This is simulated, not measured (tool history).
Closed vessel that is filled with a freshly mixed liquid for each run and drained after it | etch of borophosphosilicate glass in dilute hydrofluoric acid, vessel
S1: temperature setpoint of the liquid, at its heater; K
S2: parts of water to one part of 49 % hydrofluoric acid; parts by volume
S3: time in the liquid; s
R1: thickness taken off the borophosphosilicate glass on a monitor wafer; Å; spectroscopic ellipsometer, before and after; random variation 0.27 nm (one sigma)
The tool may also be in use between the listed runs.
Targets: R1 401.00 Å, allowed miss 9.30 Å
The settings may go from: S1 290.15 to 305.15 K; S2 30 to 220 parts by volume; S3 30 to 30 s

| run | hour | S1 | S2 | S3 | R1 |
|---|---|---|---|---|---|
| 1 | 0.0 | 297.15 | 125 | 30 | 140.45 |
| 2 | 7.8 | 299.15 | 100 | 30 | 196.27 |
| 3 | 15.6 | 296.65 | 100 | 30 | 174.67 |
| 4 | 22.0 | 296.65 | 60 | 30 | 312.56 |
| 5 | 27.6 | 296.65 | 60 | 30 | 311.27 |
| 6 | 35.0 | 298.65 | 60 | 30 | 336.64 |
| 7 | 38.8 | 298.65 | 60 | 30 | 335.78 |
| 8 | 43.3 | 299.65 | 60 | 30 | 347.78 |

Which of these 4 next moves meets every target?
| A | 47.8 | 298.15 | 50 | 30 | ? |
| B | 47.8 | 299.65 | 55 | 30 | ? |
| C | 47.8 | 301.15 | 60 | 30 | ? |
| D | 47.8 | 299.65 | 50 | 30 | ? |

| move | R1 |
|---|---|
| A | 401.64 |
| B | 385.33 |
| C | 372.32 |
| D | 426.85 |
A: meets every target
B: nearer than the last run, and not there yet
C: nearer than the last run, and not there yet
D: takes the result that was furthest off past its target
The right move is A.
